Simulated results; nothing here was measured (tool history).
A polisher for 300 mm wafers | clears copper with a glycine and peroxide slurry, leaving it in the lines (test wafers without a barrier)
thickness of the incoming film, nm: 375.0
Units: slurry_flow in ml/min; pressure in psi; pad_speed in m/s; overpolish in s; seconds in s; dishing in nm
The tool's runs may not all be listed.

run 1 day=0.000 | slurry_flow=170 pressure=2.9 pad_speed=0.76 overpolish=15 | seconds=71.678 dishing=48.313
run 2 day=0.362 | slurry_flow=170 pressure=2.9 pad_speed=0.76 overpolish=20 | seconds=70.252 dishing=61.777
run 3 day=0.617 | slurry_flow=175 pressure=2.8 pad_speed=0.76 overpolish=19 | seconds=72.164 dishing=57.504
run 4 day=0.925 | slurry_flow=175 pressure=2.5 pad_speed=0.76 overpolish=19 | seconds=77.623 dishing=53.274
run 5 day=1.112 | slurry_flow=205 pressure=2.5 pad_speed=0.76 overpolish=19 | seconds=77.433 dishing=54.305
run 6 day=1.146 | slurry_flow=205 pressure=2.5 pad_speed=0.76 overpolish=18 | seconds=78.047 dishing=52.122
run 7 day=1.342 | slurry_flow=205 pressure=2.5 pad_speed=0.76 overpolish=17 | seconds=76.928 dishing=49.264
run 8 day=1.508 | slurry_flow=205 pressure=2.5 pad_speed=0.76 overpolish=16 | seconds=78.680 dishing=48.240
run 9 day=1.562 | slurry_flow=205 pressure=2.5 pad_speed=0.76 overpolish=15 | seconds=78.780 dishing=45.249
run 10 day=1.629 | slurry_flow=205 pressure=2.5 pad_speed=0.76 overpolish=14 | seconds=76.815 dishing=43.287

Forecast run 11:
run 11 day=1.929 | slurry_flow=205 pressure=2.3 pad_speed=0.78 overpolish=12 | seconds=? dishing=?

{"run 11": {"seconds": 81.623, "dishing": 35.914}}
